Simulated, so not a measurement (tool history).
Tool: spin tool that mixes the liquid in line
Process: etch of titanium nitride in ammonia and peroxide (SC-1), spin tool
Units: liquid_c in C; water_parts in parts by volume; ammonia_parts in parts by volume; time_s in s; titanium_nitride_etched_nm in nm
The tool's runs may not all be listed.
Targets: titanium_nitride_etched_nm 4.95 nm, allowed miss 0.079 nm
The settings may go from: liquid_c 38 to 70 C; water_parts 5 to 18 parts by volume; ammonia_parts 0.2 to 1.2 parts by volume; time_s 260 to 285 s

Run 1, hour 0: liquid_c 54 C, water_parts 10 parts by volume, ammonia_parts 0.8 parts by volume, time_s 260 s. Result: titanium_nitride_etched_nm 10.799 nm.
Run 2, hour 4.9: liquid_c 52.5 C, water_parts 10 parts by volume, ammonia_parts 0.8 parts by volume, time_s 260 s. Result: titanium_nitride_etched_nm 9.7823 nm.
Run 3, hour 7.4: liquid_c 52.5 C, water_parts 9 parts by volume, ammonia_parts 0.8 parts by volume, time_s 260 s. Result: titanium_nitride_etched_nm 10.231 nm.
Run 4, hour 15.7: liquid_c 52.5 C, water_parts 9 parts by volume, ammonia_parts 1 parts by volume, time_s 260 s. Result: titanium_nitride_etched_nm 10.655 nm.
Run 5, hour 18: liquid_c 52.5 C, water_parts 9 parts by volume, ammonia_parts 1 parts by volume, time_s 260 s. Result: titanium_nitride_etched_nm 10.638 nm.
Run 6, hour 23.8: liquid_c 51 C, water_parts 9 parts by volume, ammonia_parts 1 parts by volume, time_s 260 s. Result: titanium_nitride_etched_nm 9.6347 nm.
Run 7, hour 24.7: liquid_c 50 C, water_parts 9 parts by volume, ammonia_parts 1 parts by volume, time_s 260 s. Result: titanium_nitride_etched_nm 8.9366 nm.
Run 8, hour 31.1: liquid_c 49 C, water_parts 9 parts by volume, ammonia_parts 1 parts by volume, time_s 260 s. Result: titanium_nitride_etched_nm 8.3007 nm.
Run 9, hour 33.8: liquid_c 48 C, water_parts 9 parts by volume, ammonia_parts 1 parts by volume, time_s 260 s. Result: titanium_nitride_etched_nm 7.7813 nm.
Run 10, hour 36.4: liquid_c 47.5 C, water_parts 9 parts by volume, ammonia_parts 1 parts by volume, time_s 260 s. Result: titanium_nitride_etched_nm 7.4806 nm.
Run 11, hour 44: liquid_c 40.5 C, water_parts 9 parts by volume, ammonia_parts 1 parts by volume, time_s 260 s. Result: titanium_nitride_etched_nm 4.539 nm.
Run 12, hour 52.5: liquid_c 41 C, water_parts 9 parts by volume, ammonia_parts 1 parts by volume, time_s 260 s. Result: titanium_nitride_etched_nm 4.6528 nm.
Run 13, hour 60.9: liquid_c 41.5 C, water_parts 9 parts by volume, ammonia_parts 1 parts by volume, time_s 260 s. Result: titanium_nitride_etched_nm 4.8228 nm.
At hour 68.3: thermometer replaced.
Run 14, hour 68.3: liquid_c 42 C, water_parts 9 parts by volume, ammonia_parts 1 parts by volume, time_s 260 s. Result: titanium_nitride_etched_nm 5.5818 nm.
Run 15, hour 76.5: liquid_c 40 C, water_parts 9 parts by volume, ammonia_parts 1 parts by volume, time_s 260 s. Result: titanium_nitride_etched_nm 4.792 nm.

Which of these 4 next moves meets every target?
Run A, hour 84.7: liquid_c 39.5 C, water_parts 8.5 parts by volume, ammonia_parts 1.1 parts by volume, time_s 275 s. Result: titanium_nitride_etched_nm ?.
Run B, hour 84.7: liquid_c 41.5 C, water_parts 10.5 parts by volume, ammonia_parts 1.2 parts by volume, time_s 260 s. Result: titanium_nitride_etched_nm ?.
Run C, hour 84.7: liquid_c 40 C, water_parts 10 parts by volume, ammonia_parts 1 parts by volume, time_s 280 s. Result: titanium_nitride_etched_nm ?.
Run D, hour 84.7: liquid_c 42 C, water_parts 11 parts by volume, ammonia_parts 1.2 parts by volume, time_s 260 s. Result: titanium_nitride_etched_nm ?.

move  titanium_nitride_etched_nm
   A                      5.1124
   B                      5.1164
   C                      4.9202
   D                      5.1861
A: takes the result that was furthest off past its target
B: takes the result that was furthest off past its target
C: meets every target
D: takes the result that was furthest off past its target
Move C is the one to make.
